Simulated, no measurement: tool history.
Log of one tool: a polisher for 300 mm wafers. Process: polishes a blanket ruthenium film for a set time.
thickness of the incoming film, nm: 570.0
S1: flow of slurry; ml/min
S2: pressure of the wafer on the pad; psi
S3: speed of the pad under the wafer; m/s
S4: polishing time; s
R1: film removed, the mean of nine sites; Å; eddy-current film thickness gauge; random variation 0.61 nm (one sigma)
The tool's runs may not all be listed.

{"run": 1, "hour": 0.0, "S1": 200, "S2": 1.7, "S3": 1.2, "S4": 67, "R1": 860.75}
{"run": 2, "hour": 4.1, "S1": 200, "S2": 1.7, "S3": 1.2, "S4": 67, "R1": 844.29}
{"run": 3, "hour": 11.2, "S1": 200, "S2": 1.6, "S3": 1.2, "S4": 67, "R1": 801.86}
{"run": 4, "hour": 13.9, "S1": 200, "S2": 1.6, "S3": 1.2, "S4": 67, "R1": 816.37}
{"run": 5, "hour": 22.6, "S1": 200, "S2": 1.5, "S3": 1.18, "S4": 67, "R1": 745.26}
{"run": 6, "hour": 24.3, "S1": 200, "S2": 1.5, "S3": 1.18, "S4": 61, "R1": 691.26}
{"run": 7, "hour": 26.0, "S1": 200, "S2": 1.4, "S3": 1.18, "S4": 61, "R1": 655.43}
{"run": 8, "hour": 33.1, "S1": 200, "S2": 1.4, "S3": 1.18, "S4": 61, "R1": 644.17}
{"hour": 37.4, "done": "head pressure recalibrated"}
{"run": 9, "hour": 37.4, "S1": 200, "S2": 1.4, "S3": 1.18, "S4": 61, "R1": 697.25}
{"run": 10, "hour": 42.8, "S1": 200, "S2": 1.3, "S3": 1.16, "S4": 61, "R1": 634.17}

What does the tool deliver on the next run?
{"run": 11, "hour": 46.7, "S1": 200, "S2": 1.2, "S3": 1.16, "S4": 61, "R1": "?"}

Logged for run 11: R1 590.01 Å.

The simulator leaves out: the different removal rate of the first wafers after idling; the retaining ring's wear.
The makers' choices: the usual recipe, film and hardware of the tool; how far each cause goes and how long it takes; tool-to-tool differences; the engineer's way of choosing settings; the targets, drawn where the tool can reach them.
